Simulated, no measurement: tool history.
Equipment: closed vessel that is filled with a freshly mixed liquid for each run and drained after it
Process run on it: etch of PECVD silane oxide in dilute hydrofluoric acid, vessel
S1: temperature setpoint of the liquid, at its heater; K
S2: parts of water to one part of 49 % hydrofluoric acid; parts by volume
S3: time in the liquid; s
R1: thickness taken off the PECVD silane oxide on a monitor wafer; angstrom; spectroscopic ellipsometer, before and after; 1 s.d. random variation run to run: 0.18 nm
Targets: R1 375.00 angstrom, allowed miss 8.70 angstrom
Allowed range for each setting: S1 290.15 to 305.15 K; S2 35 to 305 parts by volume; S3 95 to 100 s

run,day,S1,S2,S3,R1
1,0.000,297.15,170,95,260.35
2,0.317,297.15,195,95,218.98
3,0.583,294.15,195,95,194.69
4,0.796,294.15,150,95,266.09
5,1.100,296.65,150,95,294.01
6,1.475,296.65,180,95,237.03
7,1.725,299.15,175,95,270.12
8,1.767,300.65,170,95,296.56
9,2.112,301.65,165,95,318.40
10,2.283,302.65,165,95,327.27
11,2.379,302.65,165,95,325.45
12,2.542,303.15,160,95,344.71
13,2.679,303.65,160,95,353.47

Next run, 4 choices. One meets every target within its allowed miss, the rest don't. Which?
A,2.817,301.15,165,100,?
B,2.817,304.15,165,95,?
C,2.817,300.65,145,100,?
D,2.817,303.65,165,100,?

move,R1
A,328.12
B,346.96
C,375.79
D,358.85
A: further off than the last run
B: further off than the last run
C: all results in spec
D: closes in on the targets versus the last run, not all within tolerance yet
Move C is the one to make.

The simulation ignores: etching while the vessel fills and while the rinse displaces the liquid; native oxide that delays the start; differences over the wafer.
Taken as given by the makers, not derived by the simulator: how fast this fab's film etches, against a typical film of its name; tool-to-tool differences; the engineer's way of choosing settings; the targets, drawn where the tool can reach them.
